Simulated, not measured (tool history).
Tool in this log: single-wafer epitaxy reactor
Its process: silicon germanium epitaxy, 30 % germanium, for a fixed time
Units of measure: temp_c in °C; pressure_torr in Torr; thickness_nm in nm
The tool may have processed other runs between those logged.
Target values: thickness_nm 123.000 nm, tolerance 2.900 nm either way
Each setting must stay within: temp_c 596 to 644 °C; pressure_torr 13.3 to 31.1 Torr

Run 1, hour 0.0: temp_c 620 °C, pressure_torr 22.2 Torr. Result: thickness_nm 93.202 nm.
Run 2, hour 3.5: temp_c 622 °C, pressure_torr 22.3 Torr. Result: thickness_nm 95.551 nm.
Run 3, hour 11.4: temp_c 622 °C, pressure_torr 24.7 Torr. Result: thickness_nm 98.040 nm.
Run 4, hour 18.3: temp_c 624 °C, pressure_torr 24.8 Torr. Result: thickness_nm 101.240 nm.
Run 5, hour 22.8: temp_c 614 °C, pressure_torr 24.8 Torr. Result: thickness_nm 87.906 nm.
Run 6, hour 26.6: temp_c 617 °C, pressure_torr 24.9 Torr. Result: thickness_nm 90.704 nm.
Run 7, hour 35.1: temp_c 619 °C, pressure_torr 25.0 Torr. Result: thickness_nm 94.293 nm.
Run 8, hour 41.4: temp_c 621 °C, pressure_torr 25.1 Torr. Result: thickness_nm 97.811 nm.
Run 9, hour 47.4: temp_c 623 °C, pressure_torr 25.2 Torr. Result: thickness_nm 100.620 nm.
Run 10, hour 50.7: temp_c 625 °C, pressure_torr 25.3 Torr. Result: thickness_nm 104.690 nm.
Run 11, hour 54.0: temp_c 626 °C, pressure_torr 25.4 Torr. Result: thickness_nm 105.330 nm.

Next run, 5 choices. One meets every target within its allowed miss, the rest don't. Which?
Run A, hour 57.3: temp_c 617 °C, pressure_torr 29.7 Torr. Result: thickness_nm ?.
Run B, hour 57.3: temp_c 635 °C, pressure_torr 27.2 Torr. Result: thickness_nm ?.
Run C, hour 57.3: temp_c 617 °C, pressure_torr 24.3 Torr. Result: thickness_nm ?.
Run D, hour 57.3: temp_c 619 °C, pressure_torr 25.0 Torr. Result: thickness_nm ?.
Run E, hour 57.3: temp_c 621 °C, pressure_torr 28.4 Torr. Result: thickness_nm ?.

move  thickness_nm
   A        94.978
   B       121.830
   C        89.942
   D        93.458
   E        99.759
A: further off than the last run
B: every result within its allowed miss
C: further off than the last run
D: further off than the last run
E: further off than the last run
Correct choice: B, which meets every target
